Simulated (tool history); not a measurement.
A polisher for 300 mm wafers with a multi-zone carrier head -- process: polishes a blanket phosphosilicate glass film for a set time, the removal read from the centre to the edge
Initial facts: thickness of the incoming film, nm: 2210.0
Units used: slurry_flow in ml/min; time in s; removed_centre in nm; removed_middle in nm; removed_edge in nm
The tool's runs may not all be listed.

run	hour	slurry_flow	centre_zone	middle_zone	edge_zone	slurry_solids	time	removed_centre	removed_middle	removed_edge
1	0.0	260	1.00	1.00	1.00	1.00	72	642.94	642.05	627.16
2	2.9	260	1.08	1.00	1.00	1.00	72	676.41	640.61	630.58
3	7.6	265	1.07	1.01	1.03	1.10	73	724.04	704.28	679.73
4	10.5	265	1.07	1.01	1.03	1.20	73	764.03	739.09	719.99
5	14.3	265	1.07	1.01	1.03	1.20	82	851.46	831.28	810.66
6	15.7	270	1.06	1.01	1.05	1.20	82	852.02	829.51	809.79
7	22.6	270	1.06	1.01	1.05	1.20	82	858.55	817.73	814.14
8	27.7	265	1.04	1.02	1.07	1.25	82	835.92	847.99	834.69
9	28.2	270	1.04	1.02	1.09	1.30	82	865.02	879.19	868.86
10	29.3	280	1.04	1.02	1.11	1.30	82	883.46	879.97	872.45

The next listed run, before its measurement:
11	30.7	280	1.03	1.02	1.12	1.30	82	?	?	?

removed_centre: 874.83 nm
removed_middle: 869.05 nm
removed_edge: 874.58 nm

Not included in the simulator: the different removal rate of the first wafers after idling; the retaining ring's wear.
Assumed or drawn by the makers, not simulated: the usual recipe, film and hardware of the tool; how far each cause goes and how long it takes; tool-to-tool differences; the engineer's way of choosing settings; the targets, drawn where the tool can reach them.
